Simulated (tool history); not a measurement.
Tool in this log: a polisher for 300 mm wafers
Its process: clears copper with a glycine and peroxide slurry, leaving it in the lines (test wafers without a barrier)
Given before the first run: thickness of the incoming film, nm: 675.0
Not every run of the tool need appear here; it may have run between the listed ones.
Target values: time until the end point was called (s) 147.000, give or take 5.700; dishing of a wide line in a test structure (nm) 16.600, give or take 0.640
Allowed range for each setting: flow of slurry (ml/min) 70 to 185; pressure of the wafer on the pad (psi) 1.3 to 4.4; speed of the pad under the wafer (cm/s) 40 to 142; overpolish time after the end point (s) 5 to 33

run,hour,flow of slurry (ml/min),pressure of the wafer on the pad (psi),speed of the pad under the wafer (cm/s),overpolish time after the end point (s),time until the end point was called (s),dishing of a wide line in a test structure (nm)
1,0.0,120,2.8,90,17,108.510,64.135
2,5.5,120,3.5,90,17,90.305,72.947
3,12.3,110,3.3,80,15,107.940,60.832
4,15.8,125,2.9,76,13,122.680,47.390
5,21.4,135,2.6,76,11,130.290,38.042
6,29.6,145,2.3,78,10,139.360,33.238
7,35.8,155,2.1,80,9,146.430,29.555
8,37.3,185,1.3,94,5,177.290,13.721
9,45.5,185,1.4,96,5,162.530,14.997

Below are 5 possible settings for the next run. Only one of them brings all results inside the allowed miss of their targets. Which is it?
A,53.7,185,1.6,86,5,?,?
B,53.7,175,1.5,98,5,?,?
C,53.7,185,1.5,108,5,?,?
D,53.7,185,1.3,88,5,?,?
E,53.7,165,1.3,108,5,?,?

move,time until the end point was called (s),dishing of a wide line in a test structure (nm)
A,165.540,15.359
B,159.220,15.897
C,147.280,17.085
D,187.650,13.603
E,165.900,15.246
A: moves away from the targets compared with the last run
B: nearer the targets than the last run, but a result is still out of spec
C: all results land within tolerance of their targets
D: moves away from the targets compared with the last run
E: moves away from the targets compared with the last run
C is the move that brings every result within its allowed miss.
